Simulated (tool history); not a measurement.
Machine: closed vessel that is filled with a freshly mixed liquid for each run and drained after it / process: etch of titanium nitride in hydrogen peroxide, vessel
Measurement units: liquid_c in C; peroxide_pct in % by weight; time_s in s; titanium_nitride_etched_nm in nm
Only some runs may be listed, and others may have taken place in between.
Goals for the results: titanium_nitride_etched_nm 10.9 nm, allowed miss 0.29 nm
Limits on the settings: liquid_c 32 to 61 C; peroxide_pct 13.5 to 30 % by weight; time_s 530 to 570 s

{"run": 1, "hour": 0.0, "liquid_c": 45, "peroxide_pct": 25.5, "time_s": 530, "titanium_nitride_etched_nm": 16.251}
{"run": 2, "hour": 7.1, "liquid_c": 44, "peroxide_pct": 25.5, "time_s": 530, "titanium_nitride_etched_nm": 15.205}
{"run": 3, "hour": 15.3, "liquid_c": 50, "peroxide_pct": 25.5, "time_s": 530, "titanium_nitride_etched_nm": 23.453}
{"run": 4, "hour": 20.3, "liquid_c": 50, "peroxide_pct": 30, "time_s": 530, "titanium_nitride_etched_nm": 24.596}
{"run": 5, "hour": 24.3, "liquid_c": 48, "peroxide_pct": 30, "time_s": 530, "titanium_nitride_etched_nm": 21.22}
{"run": 6, "hour": 28.0, "liquid_c": 46.5, "peroxide_pct": 30, "time_s": 530, "titanium_nitride_etched_nm": 18.862}
{"hour": 34.7, "done": "thermometer replaced"}
{"run": 7, "hour": 34.7, "liquid_c": 45, "peroxide_pct": 30, "time_s": 530, "titanium_nitride_etched_nm": 18.498}
{"run": 8, "hour": 36.9, "liquid_c": 43.5, "peroxide_pct": 30, "time_s": 530, "titanium_nitride_etched_nm": 16.9}
{"run": 9, "hour": 39.9, "liquid_c": 36, "peroxide_pct": 29.5, "time_s": 530, "titanium_nitride_etched_nm": 9.253}
{"run": 10, "hour": 42.4, "liquid_c": 36, "peroxide_pct": 29.5, "time_s": 530, "titanium_nitride_etched_nm": 9.3305}
{"run": 11, "hour": 50.7, "liquid_c": 36, "peroxide_pct": 29.5, "time_s": 530, "titanium_nitride_etched_nm": 9.3859}
{"run": 12, "hour": 56.2, "liquid_c": 36.5, "peroxide_pct": 29.5, "time_s": 530, "titanium_nitride_etched_nm": 9.6939}
{"run": 13, "hour": 61.0, "liquid_c": 37, "peroxide_pct": 29.5, "time_s": 530, "titanium_nitride_etched_nm": 10.06}
{"run": 14, "hour": 68.7, "liquid_c": 37.5, "peroxide_pct": 29.5, "time_s": 530, "titanium_nitride_etched_nm": 10.481}

4 next moves are on the table. One of them brings every result within its allowed miss. Which?
{"run": "A", "hour": 76.4, "liquid_c": 37, "peroxide_pct": 30, "time_s": 570, "titanium_nitride_etched_nm": "?"}
{"run": "B", "hour": 76.4, "liquid_c": 37, "peroxide_pct": 29.5, "time_s": 530, "titanium_nitride_etched_nm": "?"}
{"run": "C", "hour": 76.4, "liquid_c": 36, "peroxide_pct": 30, "time_s": 540, "titanium_nitride_etched_nm": "?"}
{"run": "D", "hour": 76.4, "liquid_c": 37.5, "peroxide_pct": 28.5, "time_s": 530, "titanium_nitride_etched_nm": "?"}

move=A titanium_nitride_etched_nm=10.899
move=B titanium_nitride_etched_nm=10.097
move=C titanium_nitride_etched_nm=9.5443
move=D titanium_nitride_etched_nm=10.42
A: meets every target
B: its largest miss is bigger than the last run's
C: its largest miss is bigger than the last run's
D: its largest miss is bigger than the last run's
Move A is the one to make.
